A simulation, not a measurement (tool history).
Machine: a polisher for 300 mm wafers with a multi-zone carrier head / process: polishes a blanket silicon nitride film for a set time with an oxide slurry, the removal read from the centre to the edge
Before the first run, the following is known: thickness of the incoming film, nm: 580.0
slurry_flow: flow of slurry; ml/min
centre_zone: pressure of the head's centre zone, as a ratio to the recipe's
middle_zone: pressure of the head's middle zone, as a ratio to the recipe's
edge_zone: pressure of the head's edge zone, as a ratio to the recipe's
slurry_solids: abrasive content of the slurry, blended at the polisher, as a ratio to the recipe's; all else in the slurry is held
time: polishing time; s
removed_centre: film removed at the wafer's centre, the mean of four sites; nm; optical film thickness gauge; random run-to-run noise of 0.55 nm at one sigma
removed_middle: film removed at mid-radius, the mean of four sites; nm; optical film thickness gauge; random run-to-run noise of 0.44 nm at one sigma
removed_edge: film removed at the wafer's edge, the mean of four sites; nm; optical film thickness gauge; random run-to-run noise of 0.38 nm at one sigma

{"run": 1, "hour": 0.0, "slurry_flow": 130, "centre_zone": 1, "middle_zone": 1, "edge_zone": 1, "slurry_solids": 1, "time": 48, "removed_centre": 65.33, "removed_middle": 62.969, "removed_edge": 62.878}
{"run": 2, "hour": 2.3, "slurry_flow": 130, "centre_zone": 1, "middle_zone": 1, "edge_zone": 1, "slurry_solids": 0.9, "time": 48, "removed_centre": 62.584, "removed_middle": 59.47, "removed_edge": 59.168}
{"run": 3, "hour": 9.8, "slurry_flow": 125, "centre_zone": 0.98, "middle_zone": 0.99, "edge_zone": 0.99, "slurry_solids": 0.9, "time": 48, "removed_centre": 61.427, "removed_middle": 59.223, "removed_edge": 58.54}
{"run": 4, "hour": 18.5, "slurry_flow": 120, "centre_zone": 0.96, "middle_zone": 0.97, "edge_zone": 1, "slurry_solids": 0.9, "time": 48, "removed_centre": 58.872, "removed_middle": 56.958, "removed_edge": 58.23}
{"run": 5, "hour": 19.1, "slurry_flow": 115, "centre_zone": 0.94, "middle_zone": 0.96, "edge_zone": 1, "slurry_solids": 0.9, "time": 48, "removed_centre": 56.85, "removed_middle": 56.552, "removed_edge": 58.576}
{"run": 6, "hour": 21.3, "slurry_flow": 110, "centre_zone": 0.93, "middle_zone": 0.95, "edge_zone": 0.99, "slurry_solids": 0.9, "time": 48, "removed_centre": 54.914, "removed_middle": 55.021, "removed_edge": 56.743}

Run 7, settings as shown, results not yet in. Your forecast:
{"run": 7, "hour": 25.2, "slurry_flow": 105, "centre_zone": 0.92, "middle_zone": 0.94, "edge_zone": 0.99, "slurry_solids": 0.9, "time": 48, "removed_centre": "?", "removed_middle": "?", "removed_edge": "?"}

removed_centre: 54.512 nm
removed_middle: 54.641 nm
removed_edge: 56.559 nm

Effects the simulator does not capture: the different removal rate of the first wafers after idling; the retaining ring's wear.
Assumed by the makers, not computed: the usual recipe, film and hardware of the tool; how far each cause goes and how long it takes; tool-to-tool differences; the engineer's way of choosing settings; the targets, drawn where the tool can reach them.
